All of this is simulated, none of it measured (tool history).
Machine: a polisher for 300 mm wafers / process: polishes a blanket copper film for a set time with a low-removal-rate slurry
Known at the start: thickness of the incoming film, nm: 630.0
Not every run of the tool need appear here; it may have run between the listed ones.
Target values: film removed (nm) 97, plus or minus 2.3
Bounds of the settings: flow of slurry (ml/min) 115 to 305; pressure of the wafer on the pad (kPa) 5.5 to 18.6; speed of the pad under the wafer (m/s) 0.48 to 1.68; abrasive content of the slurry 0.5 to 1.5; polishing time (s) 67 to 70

run,hour,flow of slurry (ml/min),pressure of the wafer on the pad (kPa),speed of the pad under the wafer (m/s),abrasive content of the slurry,polishing time (s),film removed (nm)
1,0,195,11.7,1.08,1,67,128.54
2,8.4,195,11.7,1.08,1.15,67,133.56
3,9.3,195,11.7,0.96,1.15,67,119.91
4,16.3,190,11,0.96,1.15,67,113.81
5,22.2,190,11,0.96,1.3,67,116.4
6,26.5,190,11,0.96,1.3,67,117.21
7,35.1,185,10.3,0.96,1.3,67,111.76
8,41.1,185,9.7,0.96,1.3,67,104.04

Below are 4 possible settings for the next run. Only one of them brings all results inside the allowed miss of their targets. Which is it?
A,47.1,180,9.7,0.86,1.2,70,?
B,47.1,180,10.3,0.94,1.35,70,?
C,47.1,195,12.4,0.66,1.5,70,?
D,47.1,210,11,0.86,1.15,67,?

move,film removed (nm)
A,96.085
B,112.38
C,102.36
D,103.95
A: all results in spec
B: moves away from the targets compared with the last run
C: gains on the last run, yet a result remains outside its allowed miss
D: just as far off the targets as the last run
The right move is A.
